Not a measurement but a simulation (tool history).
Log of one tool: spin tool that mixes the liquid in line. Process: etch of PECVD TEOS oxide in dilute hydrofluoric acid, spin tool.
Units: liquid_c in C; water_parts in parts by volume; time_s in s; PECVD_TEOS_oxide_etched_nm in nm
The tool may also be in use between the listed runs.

Run 1, hour 0.0: liquid_c 24.0 C, water_parts 175 parts by volume, time_s 280 s. Result: PECVD_TEOS_oxide_etched_nm 14.927 nm.
Run 2, hour 5.1: liquid_c 24.0 C, water_parts 175 parts by volume, time_s 280 s. Result: PECVD_TEOS_oxide_etched_nm 14.994 nm.
Run 3, hour 11.2: liquid_c 22.0 C, water_parts 175 parts by volume, time_s 280 s. Result: PECVD_TEOS_oxide_etched_nm 13.478 nm.
Run 4, hour 19.7: liquid_c 19.5 C, water_parts 175 parts by volume, time_s 280 s. Result: PECVD_TEOS_oxide_etched_nm 12.717 nm.
Run 5, hour 23.7: liquid_c 22.5 C, water_parts 140 parts by volume, time_s 280 s. Result: PECVD_TEOS_oxide_etched_nm 18.108 nm.
Run 6, hour 25.9: liquid_c 22.5 C, water_parts 165 parts by volume, time_s 280 s. Result: PECVD_TEOS_oxide_etched_nm 14.829 nm.
Run 7, hour 33.7: liquid_c 25.0 C, water_parts 135 parts by volume, time_s 280 s. Result: PECVD_TEOS_oxide_etched_nm 20.984 nm.
Run 8, hour 39.5: liquid_c 27.0 C, water_parts 120 parts by volume, time_s 280 s. Result: PECVD_TEOS_oxide_etched_nm 26.098 nm.

The next listed run, before its measurement:
Run 9, hour 40.7: liquid_c 28.5 C, water_parts 110 parts by volume, time_s 280 s. Result: PECVD_TEOS_oxide_etched_nm ?.

Run 9 gave PECVD_TEOS_oxide_etched_nm 29.775 nm.

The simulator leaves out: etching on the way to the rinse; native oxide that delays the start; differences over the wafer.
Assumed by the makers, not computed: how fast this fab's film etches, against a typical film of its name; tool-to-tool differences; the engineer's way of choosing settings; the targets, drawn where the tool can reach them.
